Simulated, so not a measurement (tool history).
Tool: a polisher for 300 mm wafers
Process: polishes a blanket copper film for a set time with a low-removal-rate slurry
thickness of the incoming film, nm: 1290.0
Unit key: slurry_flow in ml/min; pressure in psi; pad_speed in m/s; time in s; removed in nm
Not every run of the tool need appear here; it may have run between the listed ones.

run 1 hour=0 | slurry_flow=160 pressure=3.3 pad_speed=1.1 slurry_solids=1 time=64 | removed=194.11
run 2 hour=2 | slurry_flow=160 pressure=3.3 pad_speed=1.1 slurry_solids=1.1 time=64 | removed=199.44
run 3 hour=7.5 | slurry_flow=165 pressure=3.7 pad_speed=1.1 slurry_solids=1.1 time=64 | removed=223.64
run 4 hour=11.4 | slurry_flow=165 pressure=4.5 pad_speed=1.1 slurry_solids=1.1 time=64 | removed=271.54
run 5 hour=12.1 | slurry_flow=165 pressure=4.5 pad_speed=0.98 slurry_solids=1.1 time=64 | removed=240.09
run 6 hour=18.5 | slurry_flow=170 pressure=4.7 pad_speed=1 slurry_solids=1.1 time=64 | removed=257.59
run 7 hour=20.1 | slurry_flow=170 pressure=4.8 pad_speed=1.04 slurry_solids=1.1 time=64 | removed=271.93

Expected results for the next run?
run 8 hour=26 | slurry_flow=170 pressure=4.9 pad_speed=1.06 slurry_solids=1.1 time=64 | removed=?

removed: 282.21 nm
